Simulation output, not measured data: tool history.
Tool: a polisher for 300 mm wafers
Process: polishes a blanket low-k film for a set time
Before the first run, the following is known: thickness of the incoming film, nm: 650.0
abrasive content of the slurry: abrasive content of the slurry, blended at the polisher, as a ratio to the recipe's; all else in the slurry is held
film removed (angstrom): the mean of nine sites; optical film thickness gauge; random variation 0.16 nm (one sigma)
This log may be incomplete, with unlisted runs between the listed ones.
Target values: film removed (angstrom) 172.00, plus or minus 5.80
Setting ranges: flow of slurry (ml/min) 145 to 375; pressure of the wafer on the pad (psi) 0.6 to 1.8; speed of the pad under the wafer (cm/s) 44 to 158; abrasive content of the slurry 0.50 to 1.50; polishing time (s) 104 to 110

| run | hour | flow of slurry (ml/min) | pressure of the wafer on the pad (psi) | speed of the pad under the wafer (cm/s) | abrasive content of the slurry | polishing time (s) | film removed (angstrom) |
|---|---|---|---|---|---|---|---|
| 1 | 0.0 | 240 | 1.2 | 100 | 1.00 | 104 | 270.56 |
| 2 | 7.2 | 240 | 1.0 | 100 | 1.00 | 104 | 223.17 |
| 3 | 9.9 | 240 | 0.7 | 100 | 1.00 | 104 | 161.74 |
| 4 | 14.9 | 245 | 0.7 | 100 | 1.00 | 104 | 158.76 |
| 5 | 19.0 | 245 | 0.6 | 100 | 1.00 | 104 | 138.82 |
| 6 | 23.1 | 245 | 0.7 | 100 | 1.00 | 104 | 162.80 |
| 7 | 29.0 | 250 | 0.8 | 100 | 1.00 | 104 | 181.26 |
| 8 | 36.2 | 240 | 0.8 | 100 | 1.00 | 104 | 182.80 |
| 9 | 38.6 | 245 | 0.8 | 100 | 1.00 | 104 | 181.72 |
| 10 | 42.4 | 240 | 0.8 | 100 | 1.00 | 104 | 181.05 |

Which single option among these 5 for the next run brings every result within its allowed miss of target? Just one does.
| A | 46.2 | 185 | 0.7 | 106 | 1.00 | 110 | ? |
| B | 46.2 | 280 | 1.0 | 78 | 1.00 | 104 | ? |
| C | 46.2 | 240 | 0.8 | 92 | 1.15 | 104 | ? |
| D | 46.2 | 280 | 0.7 | 110 | 1.20 | 110 | ? |
| E | 46.2 | 200 | 0.9 | 90 | 1.05 | 108 | ? |

| move | film removed (angstrom) |
|---|---|
| A | 174.55 |
| B | 189.42 |
| C | 186.26 |
| D | 207.48 |
| E | 198.52 |
A: every result lands within tolerance
B: moves away from the targets compared with the last run
C: moves away from the targets compared with the last run
D: moves away from the targets compared with the last run
E: moves away from the targets compared with the last run
Move A is the one to make.
